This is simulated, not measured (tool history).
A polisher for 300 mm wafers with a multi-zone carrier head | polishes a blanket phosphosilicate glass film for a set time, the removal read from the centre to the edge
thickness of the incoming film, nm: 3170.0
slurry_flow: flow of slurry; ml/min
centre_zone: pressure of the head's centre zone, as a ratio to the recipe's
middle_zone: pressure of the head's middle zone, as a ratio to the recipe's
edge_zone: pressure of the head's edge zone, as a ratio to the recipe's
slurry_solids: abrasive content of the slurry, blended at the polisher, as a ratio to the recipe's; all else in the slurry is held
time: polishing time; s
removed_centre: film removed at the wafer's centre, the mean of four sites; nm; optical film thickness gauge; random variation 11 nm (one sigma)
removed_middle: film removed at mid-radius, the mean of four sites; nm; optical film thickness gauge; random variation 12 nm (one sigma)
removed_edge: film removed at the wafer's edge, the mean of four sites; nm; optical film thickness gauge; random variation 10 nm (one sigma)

{"run": 1, "day": 0.0, "slurry_flow": 245, "centre_zone": 1, "middle_zone": 1, "edge_zone": 1, "slurry_solids": 1, "time": 50, "removed_centre": 612.7, "removed_middle": 616, "removed_edge": 595.07}
{"run": 2, "day": 0.296, "slurry_flow": 255, "centre_zone": 1.05, "middle_zone": 0.99, "edge_zone": 1.04, "slurry_solids": 1.15, "time": 53, "removed_centre": 705.38, "removed_middle": 659.95, "removed_edge": 683.27}
{"run": 3, "day": 0.608, "slurry_flow": 265, "centre_zone": 1.09, "middle_zone": 1, "edge_zone": 1.04, "slurry_solids": 1.25, "time": 57, "removed_centre": 823.24, "removed_middle": 738.02, "removed_edge": 759.72}
{"run": 4, "day": 0.788, "slurry_flow": 270, "centre_zone": 1.12, "middle_zone": 1.01, "edge_zone": 1.06, "slurry_solids": 1.3, "time": 60, "removed_centre": 904.28, "removed_middle": 809.07, "removed_edge": 826.52}
{"run": 5, "day": 0.942, "slurry_flow": 275, "centre_zone": 1.14, "middle_zone": 1, "edge_zone": 1.07, "slurry_solids": 1.35, "time": 62, "removed_centre": 964.85, "removed_middle": 828.31, "removed_edge": 870.54}
{"run": 6, "day": 0.967, "slurry_flow": 280, "centre_zone": 1.15, "middle_zone": 1, "edge_zone": 1.08, "slurry_solids": 1.4, "time": 63, "removed_centre": 992.97, "removed_middle": 858.71, "removed_edge": 900.45}
{"run": 7, "day": 1.033, "slurry_flow": 280, "centre_zone": 1.16, "middle_zone": 0.99, "edge_zone": 1.08, "slurry_solids": 1.45, "time": 64, "removed_centre": 1049.9, "removed_middle": 899.47, "removed_edge": 921.96}
{"run": 8, "day": 1.371, "slurry_flow": 280, "centre_zone": 1.17, "middle_zone": 0.98, "edge_zone": 1.1, "slurry_solids": 1.45, "time": 65, "removed_centre": 1066.1, "removed_middle": 921.09, "removed_edge": 953.23}

The next listed run, before its measurement:
{"run": 9, "day": 1.5, "slurry_flow": 285, "centre_zone": 1.18, "middle_zone": 0.95, "edge_zone": 1.1, "slurry_solids": 1.45, "time": 66, "removed_centre": "?", "removed_middle": "?", "removed_edge": "?"}

removed_centre: 1085.1 nm
removed_middle: 885.87 nm
removed_edge: 983.61 nm
